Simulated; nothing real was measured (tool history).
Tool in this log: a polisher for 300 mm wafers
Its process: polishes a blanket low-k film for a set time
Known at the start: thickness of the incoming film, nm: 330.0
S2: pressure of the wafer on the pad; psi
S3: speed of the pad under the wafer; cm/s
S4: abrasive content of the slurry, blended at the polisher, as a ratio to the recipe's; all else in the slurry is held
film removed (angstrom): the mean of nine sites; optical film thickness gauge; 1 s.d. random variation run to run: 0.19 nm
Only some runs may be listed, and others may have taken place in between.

Run 1, day 0.000: flow of slurry (ml/min) 230, S2 2.2 psi, S3 82 cm/s, S4 1.0, polishing time (s) 103. Result: film removed (angstrom) 351.37.
Run 2, day 0.046: flow of slurry (ml/min) 230, S2 2.2 psi, S3 82 cm/s, S4 0.9, polishing time (s) 103. Result: film removed (angstrom) 323.86.
Run 3, day 0.221: flow of slurry (ml/min) 230, S2 2.5 psi, S3 82 cm/s, S4 0.9, polishing time (s) 103. Result: film removed (angstrom) 357.75.
Run 4, day 0.579: flow of slurry (ml/min) 180, S2 2.5 psi, S3 82 cm/s, S4 0.9, polishing time (s) 103. Result: film removed (angstrom) 347.43.
Run 5, day 0.929: flow of slurry (ml/min) 180, S2 2.5 psi, S3 82 cm/s, S4 1.0, polishing time (s) 103. Result: film removed (angstrom) 378.98.
Run 6, day 1.000: flow of slurry (ml/min) 180, S2 2.5 psi, S3 92 cm/s, S4 1.0, polishing time (s) 103. Result: film removed (angstrom) 417.20.
Run 7, day 1.058: flow of slurry (ml/min) 175, S2 2.2 psi, S3 92 cm/s, S4 1.0, polishing time (s) 103. Result: film removed (angstrom) 373.12.
Run 8, day 1.333: flow of slurry (ml/min) 170, S2 2.0 psi, S3 92 cm/s, S4 1.0, polishing time (s) 103. Result: film removed (angstrom) 347.45.
Run 9, day 1.438: flow of slurry (ml/min) 170, S2 1.8 psi, S3 92 cm/s, S4 1.0, polishing time (s) 103. Result: film removed (angstrom) 319.41.
Run 10, day 1.592: flow of slurry (ml/min) 170, S2 1.7 psi, S3 92 cm/s, S4 1.0, polishing time (s) 103. Result: film removed (angstrom) 310.08.

For run 11, what comes out?
Run 11, day 1.896: flow of slurry (ml/min) 170, S2 1.6 psi, S3 92 cm/s, S4 1.0, polishing time (s) 103. Result: film removed (angstrom) ?.

film removed (angstrom): 297.44

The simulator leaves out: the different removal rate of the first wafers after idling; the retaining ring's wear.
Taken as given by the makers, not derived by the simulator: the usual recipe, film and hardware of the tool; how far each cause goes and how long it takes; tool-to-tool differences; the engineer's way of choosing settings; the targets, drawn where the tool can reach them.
